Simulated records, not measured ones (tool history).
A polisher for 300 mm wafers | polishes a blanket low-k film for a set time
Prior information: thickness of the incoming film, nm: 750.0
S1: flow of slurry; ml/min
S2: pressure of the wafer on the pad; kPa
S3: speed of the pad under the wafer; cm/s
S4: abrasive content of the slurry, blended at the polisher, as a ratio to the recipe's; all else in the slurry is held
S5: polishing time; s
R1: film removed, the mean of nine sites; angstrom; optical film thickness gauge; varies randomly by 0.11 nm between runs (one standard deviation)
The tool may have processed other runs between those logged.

| run | hour | S1 | S2 | S3 | S4 | S5 | R1 |
|---|---|---|---|---|---|---|---|
| 1 | 0.0 | 125 | 12.4 | 128 | 1.0 | 38 | 199.64 |
| 2 | 8.4 | 115 | 11.0 | 128 | 1.0 | 38 | 178.95 |
| 3 | 13.8 | 110 | 9.7 | 128 | 1.0 | 38 | 162.80 |
| 4 | 19.0 | 140 | 9.7 | 128 | 1.0 | 38 | 170.21 |
| 5 | 26.9 | 140 | 9.7 | 106 | 1.0 | 38 | 146.67 |
| 6 | 27.5 | 130 | 9.7 | 106 | 1.0 | 38 | 145.36 |

Run 7 has not been measured yet. What should we expect?
| 7 | 35.7 | 125 | 9.7 | 106 | 1.0 | 38 | ? |

R1: 145.80 angstrom
